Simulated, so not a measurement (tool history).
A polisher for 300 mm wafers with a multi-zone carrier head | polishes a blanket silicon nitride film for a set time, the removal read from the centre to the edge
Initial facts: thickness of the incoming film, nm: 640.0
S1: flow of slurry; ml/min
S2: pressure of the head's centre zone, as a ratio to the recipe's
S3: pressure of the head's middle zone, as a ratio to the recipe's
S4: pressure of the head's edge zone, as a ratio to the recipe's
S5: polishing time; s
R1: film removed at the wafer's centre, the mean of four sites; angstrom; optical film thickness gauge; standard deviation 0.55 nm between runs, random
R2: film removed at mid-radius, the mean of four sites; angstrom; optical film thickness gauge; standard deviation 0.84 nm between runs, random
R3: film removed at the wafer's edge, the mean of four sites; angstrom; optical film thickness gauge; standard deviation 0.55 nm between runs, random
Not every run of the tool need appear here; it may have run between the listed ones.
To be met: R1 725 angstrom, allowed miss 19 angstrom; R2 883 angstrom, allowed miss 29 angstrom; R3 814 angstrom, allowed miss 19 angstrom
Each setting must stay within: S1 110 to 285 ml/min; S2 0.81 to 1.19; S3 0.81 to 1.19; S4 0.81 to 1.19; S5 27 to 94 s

{"run": 1, "hour": 0.0, "S1": 180, "S2": 1, "S3": 1, "S4": 1, "S5": 60, "R1": 766.64, "R2": 739.25, "R3": 735.47}
{"run": 2, "hour": 3.4, "S1": 190, "S2": 0.97, "S3": 1.04, "S4": 1.03, "S5": 60, "R1": 743.65, "R2": 773.24, "R3": 746.74}
{"run": 3, "hour": 7.6, "S1": 190, "S2": 0.97, "S3": 1.04, "S4": 0.98, "S5": 60, "R1": 755.82, "R2": 776.38, "R3": 742.24}
{"run": 4, "hour": 9.8, "S1": 190, "S2": 0.97, "S3": 1.04, "S4": 0.91, "S5": 60, "R1": 739.93, "R2": 768.45, "R3": 712.54}
{"run": 5, "hour": 17.0, "S1": 205, "S2": 0.94, "S3": 1.06, "S4": 0.95, "S5": 60, "R1": 728.35, "R2": 791.6, "R3": 724.41}
{"run": 6, "hour": 22.0, "S1": 205, "S2": 0.89, "S3": 1.06, "S4": 0.95, "S5": 60, "R1": 690.25, "R2": 800.62, "R3": 725.29}
{"run": 7, "hour": 24.2, "S1": 215, "S2": 0.88, "S3": 1.07, "S4": 0.99, "S5": 60, "R1": 692.38, "R2": 807.08, "R3": 740.27}
{"run": 8, "hour": 31.2, "S1": 225, "S2": 0.88, "S3": 1.08, "S4": 1.02, "S5": 60, "R1": 696.5, "R2": 812.5, "R3": 761.42}
{"run": 9, "hour": 38.8, "S1": 235, "S2": 0.88, "S3": 1.1, "S4": 1.03, "S5": 60, "R1": 698.79, "R2": 818.96, "R3": 764.81}
{"run": 10, "hour": 43.5, "S1": 240, "S2": 0.88, "S3": 1.12, "S4": 1.04, "S5": 60, "R1": 699.96, "R2": 842.7, "R3": 770.02}
{"run": 11, "hour": 49.3, "S1": 245, "S2": 0.88, "S3": 1.13, "S4": 1.05, "S5": 60, "R1": 702.37, "R2": 864.46, "R3": 768.17}
{"run": 12, "hour": 57.3, "S1": 250, "S2": 0.88, "S3": 1.13, "S4": 1.07, "S5": 60, "R1": 703.9, "R2": 845.39, "R3": 780.09}
{"run": 13, "hour": 58.7, "S1": 250, "S2": 0.88, "S3": 1.13, "S4": 1.07, "S5": 60, "R1": 702.28, "R2": 849.03, "R3": 774.86}
{"run": 14, "hour": 60.9, "S1": 255, "S2": 0.88, "S3": 1.14, "S4": 1.08, "S5": 60, "R1": 702.74, "R2": 858.92, "R3": 778.74}
{"run": 15, "hour": 68.9, "S1": 260, "S2": 0.88, "S3": 1.14, "S4": 1.09, "S5": 60, "R1": 706.73, "R2": 864.41, "R3": 784.83}

Which one of the following 4 next-run settings gets every result inside its allowed miss? There is exactly one.
{"run": "A", "hour": 76.9, "S1": 220, "S2": 0.85, "S3": 1.19, "S4": 0.98, "S5": 63, "R1": "?", "R2": "?", "R3": "?"}
{"run": "B", "hour": 76.9, "S1": 235, "S2": 0.89, "S3": 1.17, "S4": 1.13, "S5": 61, "R1": "?", "R2": "?", "R3": "?"}
{"run": "C", "hour": 76.9, "S1": 235, "S2": 0.81, "S3": 1.17, "S4": 1.1, "S5": 63, "R1": "?", "R2": "?", "R3": "?"}
{"run": "D", "hour": 76.9, "S1": 270, "S2": 0.82, "S3": 1.11, "S4": 1.08, "S5": 60, "R1": "?", "R2": "?", "R3": "?"}

move=A R1=709.51 R2=927.72 R3=774.69
move=B R1=724.96 R2=890.81 R3=809.18
move=C R1=680.85 R2=920.45 R3=824.34
move=D R1=666.18 R2=849.13 R3=786.36
A: moves away from the targets compared with the last run
B: meets every target
C: puts the biggest miss on target and leaves a different result outside tolerance
D: moves away from the targets compared with the last run
Move B is the one to make.

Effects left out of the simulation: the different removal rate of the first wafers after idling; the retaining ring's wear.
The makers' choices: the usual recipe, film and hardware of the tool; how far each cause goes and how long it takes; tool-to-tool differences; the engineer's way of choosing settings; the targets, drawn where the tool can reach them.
